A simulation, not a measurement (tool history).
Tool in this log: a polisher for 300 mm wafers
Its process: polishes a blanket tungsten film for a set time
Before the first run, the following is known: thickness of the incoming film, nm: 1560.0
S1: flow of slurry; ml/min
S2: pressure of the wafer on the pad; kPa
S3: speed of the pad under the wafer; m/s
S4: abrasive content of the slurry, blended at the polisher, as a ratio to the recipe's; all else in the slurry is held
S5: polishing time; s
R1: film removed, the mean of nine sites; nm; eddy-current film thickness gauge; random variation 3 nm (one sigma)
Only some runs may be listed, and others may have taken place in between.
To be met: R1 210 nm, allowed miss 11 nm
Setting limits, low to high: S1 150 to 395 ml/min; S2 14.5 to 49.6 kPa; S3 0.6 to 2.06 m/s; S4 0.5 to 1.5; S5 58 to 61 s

run 1 hour=0 | S1=250 S2=31.7 S3=1.32 S4=1 S5=58 | R1=463.44
run 2 hour=4.6 | S1=250 S2=27.6 S3=1.24 S4=1 S5=58 | R1=398.14
run 3 hour=8 | S1=205 S2=27.6 S3=1.24 S4=1 S5=58 | R1=379.52
run 4 hour=11.3 | S1=200 S2=24.8 S3=1.16 S4=1 S5=58 | R1=320.97
run 5 hour=19.2 | S1=195 S2=22.8 S3=1.14 S4=1 S5=58 | R1=287.39
run 6 hour=22.2 | S1=195 S2=20 S3=1.14 S4=1 S5=58 | R1=252.98
run 7 hour=23.1 | S1=195 S2=14.5 S3=1.12 S4=1 S5=58 | R1=187.28
run 8 hour=28 | S1=195 S2=15.2 S3=1.12 S4=1 S5=58 | R1=191.75

Exactly one of the 4 candidate moves below puts every result within its allowed miss. Which one?
run A hour=32.9 | S1=245 S2=15.9 S3=1.12 S4=1.1 S5=59 | R1=?
run B hour=32.9 | S1=185 S2=15.9 S3=1.04 S4=1.1 S5=59 | R1=?
run C hour=32.9 | S1=175 S2=14.5 S3=1.08 S4=1 S5=58 | R1=?
run D hour=32.9 | S1=185 S2=19.3 S3=1.04 S4=1.1 S5=60 | R1=?

move=A R1=212.06
move=B R1=190.41
move=C R1=173.13
move=D R1=233.28
A: all results in spec
B: further off than the last run
C: further off than the last run
D: takes the result that was furthest off past its target
A meets every target.
